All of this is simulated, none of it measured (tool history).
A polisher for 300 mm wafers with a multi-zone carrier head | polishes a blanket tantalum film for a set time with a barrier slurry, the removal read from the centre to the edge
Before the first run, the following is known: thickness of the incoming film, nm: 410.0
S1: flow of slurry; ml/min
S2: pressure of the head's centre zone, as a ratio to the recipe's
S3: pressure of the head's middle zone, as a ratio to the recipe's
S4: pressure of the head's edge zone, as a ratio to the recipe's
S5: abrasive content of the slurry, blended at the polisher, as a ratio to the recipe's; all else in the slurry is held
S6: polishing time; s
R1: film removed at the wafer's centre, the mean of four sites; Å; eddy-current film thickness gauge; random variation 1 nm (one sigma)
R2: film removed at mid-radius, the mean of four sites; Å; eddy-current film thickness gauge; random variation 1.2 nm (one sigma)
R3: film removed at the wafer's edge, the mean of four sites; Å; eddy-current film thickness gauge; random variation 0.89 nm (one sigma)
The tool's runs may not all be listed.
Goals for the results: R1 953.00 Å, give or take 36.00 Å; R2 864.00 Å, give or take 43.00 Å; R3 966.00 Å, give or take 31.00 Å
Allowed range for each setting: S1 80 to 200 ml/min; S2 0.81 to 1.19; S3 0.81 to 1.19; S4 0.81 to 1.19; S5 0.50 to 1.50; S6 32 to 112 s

Run 1, hour 0.0: S1 130 ml/min, S2 1.00, S3 1.00, S4 1.00, S5 1.00, S6 72 s. Result: R1 1141.60 Å, R2 1179.30 Å, R3 1184.60 Å.
Run 2, hour 2.7: S1 130 ml/min, S2 1.08, S3 1.00, S4 1.00, S5 1.00, S6 72 s. Result: R1 1229.10 Å, R2 1176.60 Å, R3 1168.60 Å.
Run 3, hour 5.3: S1 120 ml/min, S2 1.06, S3 0.96, S4 0.98, S5 0.90, S6 72 s. Result: R1 1119.50 Å, R2 1047.00 Å, R3 1087.50 Å.
Run 4, hour 12.0: S1 120 ml/min, S2 1.06, S3 1.04, S4 0.98, S5 0.90, S6 72 s. Result: R1 1123.40 Å, R2 1114.10 Å, R3 1110.50 Å.
Run 5, hour 16.6: S1 120 ml/min, S2 1.06, S3 1.04, S4 0.98, S5 1.05, S6 72 s. Result: R1 1214.80 Å, R2 1191.40 Å, R3 1174.40 Å.
Run 6, hour 21.9: S1 120 ml/min, S2 1.12, S3 1.04, S4 0.98, S5 1.05, S6 72 s. Result: R1 1269.80 Å, R2 1188.00 Å, R3 1178.30 Å.
Run 7, hour 28.4: S1 110 ml/min, S2 1.09, S3 1.00, S4 0.96, S5 1.00, S6 72 s. Result: R1 1172.40 Å, R2 1108.80 Å, R3 1132.70 Å.
Run 8, hour 34.2: S1 95 ml/min, S2 1.04, S3 0.90, S4 0.88, S5 0.75, S6 70 s. Result: R1 914.81 Å, R2 859.20 Å, R3 884.63 Å.
Run 9, hour 43.1: S1 100 ml/min, S2 1.04, S3 0.89, S4 0.91, S5 0.75, S6 70 s. Result: R1 932.89 Å, R2 885.01 Å, R3 909.23 Å.
Run 10, hour 49.0: S1 100 ml/min, S2 1.04, S3 0.87, S4 0.94, S5 0.75, S6 70 s. Result: R1 932.66 Å, R2 844.26 Å, R3 927.14 Å.
Run 11, hour 53.2: S1 100 ml/min, S2 1.04, S3 0.87, S4 0.95, S5 0.75, S6 70 s. Result: R1 914.48 Å, R2 846.98 Å, R3 922.68 Å.

Which one of the following 4 next-run settings gets every result inside its allowed miss? There is exactly one.
Run A, hour 57.4: S1 85 ml/min, S2 0.99, S3 0.81, S4 1.07, S5 0.80, S6 70 s. Result: R1 ?, R2 ?, R3 ?.
Run B, hour 57.4: S1 100 ml/min, S2 0.90, S3 0.94, S4 1.02, S5 0.65, S6 80 s. Result: R1 ?, R2 ?, R3 ?.
Run C, hour 57.4: S1 115 ml/min, S2 0.92, S3 0.97, S4 0.85, S5 0.90, S6 62 s. Result: R1 ?, R2 ?, R3 ?.
Run D, hour 57.4: S1 90 ml/min, S2 1.07, S3 0.88, S4 1.01, S5 0.70, S6 76 s. Result: R1 ?, R2 ?, R3 ?.

move      R1      R2      R3
   A  880.14  824.15  996.72
   B  814.09  888.69  966.15
   C  827.67  897.17  874.99
   D  943.66  855.18  962.82
A: gets the furthest-off result to its target, but another result is out of tolerance
B: gets the furthest-off result to its target, but another result is out of tolerance
C: lands further from the targets than the last run did
D: all results in spec
D is the move that brings every result within its allowed miss.
